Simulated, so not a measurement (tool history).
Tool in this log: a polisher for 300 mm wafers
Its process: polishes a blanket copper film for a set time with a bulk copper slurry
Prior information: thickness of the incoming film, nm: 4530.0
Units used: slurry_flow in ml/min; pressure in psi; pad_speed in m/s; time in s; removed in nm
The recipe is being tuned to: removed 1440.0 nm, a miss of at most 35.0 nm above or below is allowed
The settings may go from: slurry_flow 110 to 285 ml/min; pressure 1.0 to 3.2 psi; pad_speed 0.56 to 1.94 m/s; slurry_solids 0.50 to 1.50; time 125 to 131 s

run,day,slurry_flow,pressure,pad_speed,slurry_solids,time,removed
1,0.000,180,2.1,1.24,1.00,125,1188.2
2,0.200,180,2.1,1.24,1.10,125,1220.4
3,0.562,180,2.1,1.24,1.10,131,1289.0
4,0.871,180,2.1,1.02,1.10,131,1060.8
5,1.062,190,2.2,1.02,1.10,131,1149.3
6,1.333,210,2.3,1.02,1.10,131,1207.0
7,1.638,215,2.4,1.02,1.10,131,1242.9
8,1.712,215,2.5,1.02,1.10,131,1320.9
9,1.917,220,2.6,1.02,1.10,131,1388.0
10,2.058,225,2.6,1.02,1.10,131,1373.9

Which of these 5 next moves meets every target?
A,2.200,185,2.4,1.12,1.20,131,?
B,2.200,195,2.7,1.10,1.15,131,?
C,2.200,205,3.2,0.90,0.95,128,?
D,2.200,220,2.0,1.50,1.05,125,?
E,2.200,175,2.6,1.08,1.05,131,?

move,removed
A,1386.7
B,1527.3
C,1384.0
D,1466.7
E,1371.5
A: an improvement on the last run, though not all results are within tolerance
B: pushes the last run's worst result past its target
C: an improvement on the last run, though not all results are within tolerance
D: every result within its allowed miss
E: about the same distance from the targets as the last run
The move that meets every target is D.
